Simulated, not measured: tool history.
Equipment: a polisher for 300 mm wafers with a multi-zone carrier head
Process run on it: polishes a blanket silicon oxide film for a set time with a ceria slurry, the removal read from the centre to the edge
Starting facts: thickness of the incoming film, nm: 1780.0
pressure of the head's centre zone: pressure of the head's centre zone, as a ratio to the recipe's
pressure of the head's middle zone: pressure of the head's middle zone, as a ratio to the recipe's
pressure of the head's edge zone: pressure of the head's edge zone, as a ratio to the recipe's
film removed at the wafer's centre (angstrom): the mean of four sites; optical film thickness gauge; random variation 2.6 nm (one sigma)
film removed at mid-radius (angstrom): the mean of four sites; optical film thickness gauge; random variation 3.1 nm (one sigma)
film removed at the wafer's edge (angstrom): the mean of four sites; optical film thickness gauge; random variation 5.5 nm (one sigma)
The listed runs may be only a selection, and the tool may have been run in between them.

run  hour  flow of slurry (ml/min)  pressure of the head's centre zone  pressure of the head's middle zone  pressure of the head's edge zone  polishing time (s)  film removed at the wafer's centre (angstrom)  film removed at mid-radius (angstrom)  film removed at the wafer's edge (angstrom)
  1   0.0                      310                                1.00                                1.00                              1.00                  67                                         4384.6                                 4257.4                                       4574.1
  2   5.9                      305                                0.98                                0.97                              0.98                  65                                         4129.5                                 4016.2                                       4318.5
  3  13.9                      235                                0.98                                0.97                              0.98                  65                                         4013.7                                 3945.1                                       4271.8
  4  20.0                      235                                0.98                                0.97                              0.98                  72                                         4463.9                                 4318.2                                       4639.7
  5  22.7                      230                                0.97                                0.94                              0.97                  69                                         4216.7                                 4022.0                                       4385.5
  6  24.2                      230                                0.97                                0.88                              0.97                  69                                         4196.9                                 3868.9                                       4538.9
  7  28.4                      225                                0.97                                0.87                              0.95                  67                                         4102.5                                 3691.8                                       4311.2
  8  34.8                      225                                0.96                                0.86                              0.94                  66                                         3977.8                                 3532.4                                       4349.8

Run 9 has not been measured yet. What should we expect?
  9  41.3                      220                                0.96                                0.87                              0.93                  64                                              ?                                      ?                                            ?

film removed at the wafer's centre (angstrom): 3889.5
film removed at mid-radius (angstrom): 3460.6
film removed at the wafer's edge (angstrom): 4068.2
